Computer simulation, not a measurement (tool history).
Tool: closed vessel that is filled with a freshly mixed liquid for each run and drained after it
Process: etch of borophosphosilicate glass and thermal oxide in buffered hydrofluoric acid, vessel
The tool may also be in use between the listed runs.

run,day,temperature setpoint of the liquid (C),parts of 40 % ammonium fluoride to one part of 49 % hydrofluoric acid (parts by volume),time in the liquid (s),thickness taken off the borophosphosilicate glass on a monitor wafer (nm),thickness taken off the thermal oxide on a monitor wafer (nm)
1,0,24,9,60,99.954,77.105
2,0.279,25.5,9,60,109.52,83.188
3,0.467,25.5,7,60,143.69,108.93
4,0.746,25.5,7,85,205.62,155.3
5,0.892,23,7,85,180.53,136.19
6,1.196,23.5,7,85,184.13,139.92
7,1.379,24,7,85,190.1,142.52
8,1.754,24.5,7,85,191.68,146.62

Run 9, settings as shown, results not yet in. Your forecast:
9,2.088,25,7,85,?,?

Run 9 measured thickness taken off the borophosphosilicate glass on a monitor wafer (nm) 199.81, thickness taken off the thermal oxide on a monitor wafer (nm) 150.52.
